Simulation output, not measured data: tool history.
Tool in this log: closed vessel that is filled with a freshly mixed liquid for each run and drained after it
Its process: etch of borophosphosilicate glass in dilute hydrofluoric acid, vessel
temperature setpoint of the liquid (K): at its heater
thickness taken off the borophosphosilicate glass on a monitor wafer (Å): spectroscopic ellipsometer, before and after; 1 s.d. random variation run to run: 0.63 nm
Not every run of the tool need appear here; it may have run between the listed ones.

run  hour  temperature setpoint of the liquid (K)  parts of water to one part of 49 % hydrofluoric acid (parts by volume)  time in the liquid (s)  thickness taken off the borophosphosilicate glass on a monitor wafer (Å)
  1     0                                  298.15                                                                     105                      95                                                                    455.71
  2   6.1                                  300.65                                                                     105                      95                                                                    499.78
  3   8.9                                  297.15                                                                     105                      95                                                                    439.27
  4  15.1                                  299.15                                                                     105                      95                                                                    471.57
  5  18.2                                  296.65                                                                     105                      95                                                                    432.79
  6  24.9                                  296.65                                                                      90                      95                                                                    511.65

Run 7, settings as shown, results not yet in. Your forecast:
  7  27.1                                  298.65                                                                      80                      95                                                                         ?

Run 7 came out at thickness taken off the borophosphosilicate glass on a monitor wafer (Å) 632.88.

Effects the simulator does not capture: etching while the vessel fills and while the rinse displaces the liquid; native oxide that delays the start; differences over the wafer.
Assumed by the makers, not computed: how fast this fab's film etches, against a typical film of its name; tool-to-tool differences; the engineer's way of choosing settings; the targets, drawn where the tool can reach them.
